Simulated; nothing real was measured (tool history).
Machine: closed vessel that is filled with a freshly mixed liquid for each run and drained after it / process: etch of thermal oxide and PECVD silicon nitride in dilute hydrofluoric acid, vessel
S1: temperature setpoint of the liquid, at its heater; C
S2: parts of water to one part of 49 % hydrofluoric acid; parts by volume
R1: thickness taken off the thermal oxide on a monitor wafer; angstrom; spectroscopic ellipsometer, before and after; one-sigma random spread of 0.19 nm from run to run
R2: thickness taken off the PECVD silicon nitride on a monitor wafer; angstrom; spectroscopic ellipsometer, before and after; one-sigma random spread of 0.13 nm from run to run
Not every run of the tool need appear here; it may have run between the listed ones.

{"run": 1, "hour": 0.0, "S1": 22.0, "S2": 235, "time in the liquid (s)": 825, "R1": 123.0, "R2": 133.18}
{"run": 2, "hour": 3.2, "S1": 22.0, "S2": 190, "time in the liquid (s)": 795, "R1": 154.91, "R2": 157.43}
{"run": 3, "hour": 6.4, "S1": 22.5, "S2": 160, "time in the liquid (s)": 765, "R1": 187.28, "R2": 185.78}
{"run": 4, "hour": 10.3, "S1": 22.5, "S2": 140, "time in the liquid (s)": 730, "R1": 206.78, "R2": 202.16}
{"run": 5, "hour": 19.2, "S1": 22.5, "S2": 125, "time in the liquid (s)": 710, "R1": 229.17, "R2": 218.83}
{"run": 6, "hour": 24.2, "S1": 22.5, "S2": 115, "time in the liquid (s)": 695, "R1": 249.17, "R2": 233.29}
{"run": 7, "hour": 33.1, "S1": 22.5, "S2": 110, "time in the liquid (s)": 685, "R1": 252.64, "R2": 241.52}
{"run": 8, "hour": 41.1, "S1": 22.0, "S2": 105, "time in the liquid (s)": 680, "R1": 264.38, "R2": 242.41}
{"hour": 42.6, "done": "thermometer replaced"}
{"run": 9, "hour": 42.6, "S1": 22.0, "S2": 105, "time in the liquid (s)": 680, "R1": 252.25, "R2": 226.25}
{"run": 10, "hour": 43.8, "S1": 22.0, "S2": 100, "time in the liquid (s)": 675, "R1": 261.71, "R2": 235.08}
{"run": 11, "hour": 44.9, "S1": 22.0, "S2": 95, "time in the liquid (s)": 670, "R1": 276.54, "R2": 243.45}
{"run": 12, "hour": 50.1, "S1": 23.0, "S2": 90, "time in the liquid (s)": 665, "R1": 304.0, "R2": 272.28}
{"run": 13, "hour": 53.0, "S1": 23.0, "S2": 90, "time in the liquid (s)": 670, "R1": 306.06, "R2": 274.16}
{"run": 14, "hour": 58.2, "S1": 23.0, "S2": 90, "time in the liquid (s)": 675, "R1": 306.99, "R2": 278.34}
{"run": 15, "hour": 66.6, "S1": 22.5, "S2": 100, "time in the liquid (s)": 685, "R1": 272.87, "R2": 246.5}
{"run": 16, "hour": 75.1, "S1": 22.5, "S2": 100, "time in the liquid (s)": 680, "R1": 271.01, "R2": 243.57}
{"run": 17, "hour": 80.6, "S1": 23.0, "S2": 85, "time in the liquid (s)": 665, "R1": 324.79, "R2": 288.62}
{"run": 18, "hour": 85.2, "S1": 23.0, "S2": 85, "time in the liquid (s)": 675, "R1": 328.06, "R2": 292.27}
{"run": 19, "hour": 86.7, "S1": 23.0, "S2": 85, "time in the liquid (s)": 680, "R1": 327.04, "R2": 295.28}
{"run": 20, "hour": 92.5, "S1": 23.0, "S2": 85, "time in the liquid (s)": 685, "R1": 332.77, "R2": 295.12}
{"run": 21, "hour": 94.5, "S1": 23.0, "S2": 90, "time in the liquid (s)": 690, "R1": 315.75, "R2": 281.21}
{"run": 22, "hour": 102.3, "S1": 23.0, "S2": 90, "time in the liquid (s)": 695, "R1": 313.59, "R2": 283.26}
{"run": 23, "hour": 108.0, "S1": 22.5, "S2": 105, "time in the liquid (s)": 710, "R1": 267.75, "R2": 243.54}
{"run": 24, "hour": 112.3, "S1": 23.0, "S2": 90, "time in the liquid (s)": 680, "R1": 313.01, "R2": 277.55}

For run 25, what comes out?
{"run": 25, "hour": 117.0, "S1": 23.0, "S2": 90, "time in the liquid (s)": 685, "R1": "?", "R2": "?"}

Run 25 yielded R1 313.13 angstrom, R2 281.46 angstrom.

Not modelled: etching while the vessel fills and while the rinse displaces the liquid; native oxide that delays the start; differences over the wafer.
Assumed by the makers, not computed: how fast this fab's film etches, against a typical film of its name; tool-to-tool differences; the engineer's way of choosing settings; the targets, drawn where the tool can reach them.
